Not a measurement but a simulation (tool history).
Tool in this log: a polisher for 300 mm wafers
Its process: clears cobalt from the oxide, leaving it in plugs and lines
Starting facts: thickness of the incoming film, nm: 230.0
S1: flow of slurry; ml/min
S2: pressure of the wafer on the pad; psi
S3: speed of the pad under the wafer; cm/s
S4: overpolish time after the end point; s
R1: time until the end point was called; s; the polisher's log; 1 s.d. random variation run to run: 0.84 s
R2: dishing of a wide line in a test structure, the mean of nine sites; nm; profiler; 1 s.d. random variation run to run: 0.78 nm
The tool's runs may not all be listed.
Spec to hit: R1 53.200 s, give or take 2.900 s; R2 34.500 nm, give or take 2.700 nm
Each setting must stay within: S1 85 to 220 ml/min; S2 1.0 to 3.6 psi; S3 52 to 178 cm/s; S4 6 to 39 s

run  hour   S1   S2   S3  S4      R1      R2
  1   0.0  140  2.3  114  20  39.169  34.514
  2   4.1  140  2.3  114  13  40.103  32.176
  3   7.6  140  2.3  124  13  36.938  33.357
  4   9.1  135  2.0  124  16  43.012  33.906
  5  16.3  135  2.0  124  12  42.215  31.930
  6  25.2  115  2.0  124  12  42.620  30.193
  7  29.5  125  1.8  124  14  47.048  31.329
  8  33.0  135  1.7  124  16  47.684  32.567

Exercise: of the 4 proposed moves below, exactly one satisfies all targets within the stated allowed misses. Which move is it?
  A  36.5  170  2.1  114  33   ?   ?
  B  36.5  155  1.4  140  24   ?   ?
  C  36.5  100  2.6  102  17   ?   ?
  D  36.5  155  1.8  138  17   ?   ?

move      R1      R2
   A  43.881  34.851
   B  53.553  33.683
   C  42.109  33.044
   D  42.700  32.986
A: further off than the last run
B: every result lands within tolerance
C: further off than the last run
D: further off than the last run
The right move is B.
